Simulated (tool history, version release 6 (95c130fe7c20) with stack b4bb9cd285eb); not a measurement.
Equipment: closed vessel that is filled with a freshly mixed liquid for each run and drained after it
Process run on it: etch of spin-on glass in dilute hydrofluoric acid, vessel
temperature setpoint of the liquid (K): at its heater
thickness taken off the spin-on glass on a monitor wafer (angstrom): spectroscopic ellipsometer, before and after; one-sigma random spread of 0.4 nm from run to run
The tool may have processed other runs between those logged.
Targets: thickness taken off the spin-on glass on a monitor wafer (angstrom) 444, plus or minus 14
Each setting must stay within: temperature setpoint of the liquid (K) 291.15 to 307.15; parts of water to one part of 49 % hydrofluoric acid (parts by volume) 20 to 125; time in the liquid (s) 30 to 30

run  hour  temperature setpoint of the liquid (K)  parts of water to one part of 49 % hydrofluoric acid (parts by volume)  time in the liquid (s)  thickness taken off the spin-on glass on a monitor wafer (angstrom)
  1     0                                  299.15                                                                      70                      30                                                               248.57
  2     6                                  299.15                                                                      70                      30                                                               248.62
  3  13.1                                  300.15                                                                      65                      30                                                               286.11
  4  19.3                                  301.15                                                                      65                      30                                                               296.68
  5  20.5                                  302.15                                                                      65                      30                                                               304.13
  6  25.2                                  302.65                                                                      65                      30                                                               307.62
  7  29.4                                  303.15                                                                      65                      30                                                               320.33
  8  34.5                                  303.65                                                                      65                      30                                                               324.23
  9  41.5                                  304.15                                                                      65                      30                                                               329.86
 10  49.5                                  304.65                                                                      65                      30                                                               330.65
 11  58.1                                  305.15                                                                      65                      30                                                               348.55
 12  63.1                                  305.65                                                                      65                      30                                                               349.24
 13  69.7                                  306.65                                                                      60                      30                                                               398.74

Exactly one of the 5 candidate moves below puts every result within its allowed miss. Which one?
  A  76.3                                  307.15                                                                      55                      30                                                                    ?
  B  76.3                                  307.15                                                                      60                      30                                                                    ?
  C  76.3                                  304.65                                                                      55                      30                                                                    ?
  D  76.3                                  305.65                                                                      60                      30                                                                    ?
  E  76.3                                  305.65                                                                      55                      30                                                                    ?

move  thickness taken off the spin-on glass on a monitor wafer (angstrom)
   A                                                               447.87
   B                                                               407.13
   C                                                               407.09
   D                                                               384.67
   E                                                               423.03
A: hits every target within its allowed miss
B: moves toward the targets from the last run without getting all of them in spec
C: moves toward the targets from the last run without getting all of them in spec
D: misses by more than the last run did
E: moves toward the targets from the last run without getting all of them in spec
The right move is A.
